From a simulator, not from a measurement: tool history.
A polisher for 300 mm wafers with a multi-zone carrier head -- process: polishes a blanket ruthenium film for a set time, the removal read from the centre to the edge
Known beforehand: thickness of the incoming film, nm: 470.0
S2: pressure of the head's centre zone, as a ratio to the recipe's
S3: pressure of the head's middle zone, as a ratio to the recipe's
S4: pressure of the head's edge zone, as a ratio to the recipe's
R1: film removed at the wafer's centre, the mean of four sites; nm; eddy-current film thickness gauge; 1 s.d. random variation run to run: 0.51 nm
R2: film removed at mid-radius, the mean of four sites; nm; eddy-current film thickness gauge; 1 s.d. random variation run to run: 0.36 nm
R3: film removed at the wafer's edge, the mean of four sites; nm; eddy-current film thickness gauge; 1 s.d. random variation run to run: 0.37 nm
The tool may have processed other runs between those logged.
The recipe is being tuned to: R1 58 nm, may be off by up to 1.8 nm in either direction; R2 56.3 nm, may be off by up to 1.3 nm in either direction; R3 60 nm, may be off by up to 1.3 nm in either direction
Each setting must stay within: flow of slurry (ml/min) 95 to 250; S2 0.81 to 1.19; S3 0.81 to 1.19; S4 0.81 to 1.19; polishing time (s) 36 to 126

run 1 hour=0 | flow_of_slurry_(ml/min)=160 S2=1 S3=1 S4=1 polishing_time_(s)=81 | R1=65.917 R2=67.09 R3=68.484
run 2 hour=4.7 | flow_of_slurry_(ml/min)=145 S2=0.99 S3=0.97 S4=0.96 polishing_time_(s)=80 | R1=62.225 R2=63.063 R3=65.804
run 3 hour=8.7 | flow_of_slurry_(ml/min)=135 S2=0.99 S3=0.95 S4=0.93 polishing_time_(s)=80 | R1=60.865 R2=60.632 R3=63.899
run 4 hour=16.2 | flow_of_slurry_(ml/min)=125 S2=0.99 S3=0.94 S4=0.91 polishing_time_(s)=80 | R1=59.547 R2=59.878 R3=63.628
run 5 hour=16.9 | flow_of_slurry_(ml/min)=125 S2=1.08 S3=0.94 S4=0.91 polishing_time_(s)=80 | R1=65.373 R2=59.614 R3=63.767
run 6 hour=17.7 | flow_of_slurry_(ml/min)=125 S2=1.08 S3=0.94 S4=0.91 polishing_time_(s)=65 | R1=52.966 R2=48.579 R3=51.875
run 7 hour=26.1 | flow_of_slurry_(ml/min)=150 S2=1.06 S3=0.95 S4=0.96 polishing_time_(s)=65 | R1=54.822 R2=50.509 R3=54.164
run 8 hour=29.5 | flow_of_slurry_(ml/min)=165 S2=1.04 S3=0.96 S4=1 polishing_time_(s)=65 | R1=55.337 R2=52.9 R3=55.041
run 9 hour=33.9 | flow_of_slurry_(ml/min)=170 S2=1.03 S3=0.96 S4=1.04 polishing_time_(s)=65 | R1=54.69 R2=52.656 R3=56.118
run 10 hour=37.7 | flow_of_slurry_(ml/min)=180 S2=1.03 S3=0.96 S4=1.06 polishing_time_(s)=65 | R1=54.855 R2=53.228 R3=57.219
run 11 hour=46.6 | flow_of_slurry_(ml/min)=190 S2=1.03 S3=0.96 S4=1.07 polishing_time_(s)=65 | R1=55.289 R2=53.344 R3=57.654
run 12 hour=48.9 | flow_of_slurry_(ml/min)=200 S2=1.03 S3=0.97 S4=1.08 polishing_time_(s)=65 | R1=56.971 R2=54.485 R3=57.78

Pick the move, out of 5, that brings all results within their allowed miss; only one does.
run A hour=51.2 | flow_of_slurry_(ml/min)=180 S2=1.08 S3=1.01 S4=1.19 polishing_time_(s)=66 | R1=? R2=? R3=?
run B hour=51.2 | flow_of_slurry_(ml/min)=175 S2=1.13 S3=1.09 S4=1.13 polishing_time_(s)=62 | R1=? R2=? R3=?
run C hour=51.2 | flow_of_slurry_(ml/min)=190 S2=1.16 S3=0.96 S4=1.07 polishing_time_(s)=62 | R1=? R2=? R3=?
run D hour=51.2 | flow_of_slurry_(ml/min)=170 S2=1.01 S3=0.99 S4=0.98 polishing_time_(s)=66 | R1=? R2=? R3=?
run E hour=51.2 | flow_of_slurry_(ml/min)=180 S2=1.03 S3=0.91 S4=1.13 polishing_time_(s)=69 | R1=? R2=? R3=?

move=A R1=59.242 R2=56.317 R3=60.209
move=B R1=57.959 R2=56.145 R3=55.292
move=C R1=60.388 R2=51.141 R3=54.939
move=D R1=54.742 R2=54.85 R3=56.044
move=E R1=59.006 R2=53.985 R3=61.904
A: all results land within tolerance of their targets
B: the biggest miss grows against the last run
C: the biggest miss grows against the last run
D: the biggest miss grows against the last run
E: pushes the last run's worst result past its target
Correct choice: A, which meets every target

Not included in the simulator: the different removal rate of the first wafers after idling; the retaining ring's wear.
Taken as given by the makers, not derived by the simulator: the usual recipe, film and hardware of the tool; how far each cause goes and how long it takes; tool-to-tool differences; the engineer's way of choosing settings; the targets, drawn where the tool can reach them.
